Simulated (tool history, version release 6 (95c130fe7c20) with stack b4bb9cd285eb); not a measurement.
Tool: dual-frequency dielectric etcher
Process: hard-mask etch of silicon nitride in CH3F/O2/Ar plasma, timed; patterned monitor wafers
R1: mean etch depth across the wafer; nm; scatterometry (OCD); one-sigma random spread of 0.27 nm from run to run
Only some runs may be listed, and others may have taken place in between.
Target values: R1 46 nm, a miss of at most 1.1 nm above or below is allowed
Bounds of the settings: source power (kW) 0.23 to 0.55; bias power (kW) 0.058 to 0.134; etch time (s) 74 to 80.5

{"run": 1, "day": 0.0, "source power (kW)": 0.39, "bias power (kW)": 0.096, "etch time (s)": 80.5, "R1": 57.623}
{"run": 2, "day": 0.208, "source power (kW)": 0.39, "bias power (kW)": 0.096, "etch time (s)": 74, "R1": 52.966}
{"run": 3, "day": 0.288, "source power (kW)": 0.36, "bias power (kW)": 0.094, "etch time (s)": 74, "R1": 50.377}
{"run": 4, "day": 0.333, "source power (kW)": 0.35, "bias power (kW)": 0.094, "etch time (s)": 74, "R1": 49.277}
{"run": 5, "day": 0.583, "source power (kW)": 0.35, "bias power (kW)": 0.094, "etch time (s)": 80.5, "R1": 53.524}
{"run": 6, "day": 0.888, "source power (kW)": 0.33, "bias power (kW)": 0.093, "etch time (s)": 80.5, "R1": 51.744}
{"run": 7, "day": 1.229, "source power (kW)": 0.31, "bias power (kW)": 0.092, "etch time (s)": 80.5, "R1": 49.417}
{"run": 8, "day": 1.362, "source power (kW)": 0.3, "bias power (kW)": 0.092, "etch time (s)": 80.5, "R1": 48.385}
{"run": 9, "day": 1.733, "source power (kW)": 0.29, "bias power (kW)": 0.092, "etch time (s)": 80.5, "R1": 47.078}

Next run, 4 choices. One meets every target within its allowed miss, the rest don't. Which?
{"run": "A", "day": 2.104, "source power (kW)": 0.25, "bias power (kW)": 0.112, "etch time (s)": 79, "R1": "?"}
{"run": "B", "day": 2.104, "source power (kW)": 0.3, "bias power (kW)": 0.1, "etch time (s)": 78.5, "R1": "?"}
{"run": "C", "day": 2.104, "source power (kW)": 0.31, "bias power (kW)": 0.094, "etch time (s)": 80.5, "R1": "?"}
{"run": "D", "day": 2.104, "source power (kW)": 0.26, "bias power (kW)": 0.116, "etch time (s)": 80.5, "R1": "?"}

move=A R1=45.921
move=B R1=49.197
move=C R1=50.093
move=D R1=48.964
A: in spec on every target
B: its largest miss is bigger than the last run's
C: its largest miss is bigger than the last run's
D: its largest miss is bigger than the last run's
The move that meets every target is A.
